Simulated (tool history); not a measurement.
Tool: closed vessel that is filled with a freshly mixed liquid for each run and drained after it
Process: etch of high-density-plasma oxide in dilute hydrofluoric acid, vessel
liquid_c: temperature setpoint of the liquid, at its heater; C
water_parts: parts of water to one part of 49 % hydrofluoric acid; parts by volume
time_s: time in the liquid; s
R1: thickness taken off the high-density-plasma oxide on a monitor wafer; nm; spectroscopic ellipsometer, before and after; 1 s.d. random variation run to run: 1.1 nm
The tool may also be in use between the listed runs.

{"run": 1, "hour": 0.0, "liquid_c": 22.0, "water_parts": 145, "time_s": 1285, "R1": 83.942}
{"run": 2, "hour": 7.8, "liquid_c": 22.0, "water_parts": 115, "time_s": 1285, "R1": 109.27}
{"run": 3, "hour": 14.5, "liquid_c": 20.0, "water_parts": 115, "time_s": 1285, "R1": 101.5}
{"run": 4, "hour": 23.0, "liquid_c": 20.0, "water_parts": 135, "time_s": 1285, "R1": 84.599}
{"run": 5, "hour": 29.8, "liquid_c": 21.0, "water_parts": 130, "time_s": 1285, "R1": 91.921}
{"run": 6, "hour": 38.0, "liquid_c": 21.0, "water_parts": 110, "time_s": 1285, "R1": 111.1}
{"run": 7, "hour": 42.0, "liquid_c": 22.0, "water_parts": 110, "time_s": 1285, "R1": 114.45}
{"run": 8, "hour": 42.6, "liquid_c": 23.0, "water_parts": 110, "time_s": 1285, "R1": 120.52}
{"run": 9, "hour": 44.0, "liquid_c": 24.0, "water_parts": 110, "time_s": 1285, "R1": 126.54}
{"run": 10, "hour": 48.5, "liquid_c": 24.5, "water_parts": 110, "time_s": 1285, "R1": 126.82}
{"run": 11, "hour": 49.1, "liquid_c": 25.0, "water_parts": 110, "time_s": 1285, "R1": 130.06}
{"run": 12, "hour": 52.9, "liquid_c": 25.5, "water_parts": 110, "time_s": 1285, "R1": 132.35}

Expected results for the next run?
{"run": 13, "hour": 54.3, "liquid_c": 26.0, "water_parts": 110, "time_s": 1285, "R1": "?"}

Run 13 yielded R1 134.630 nm.
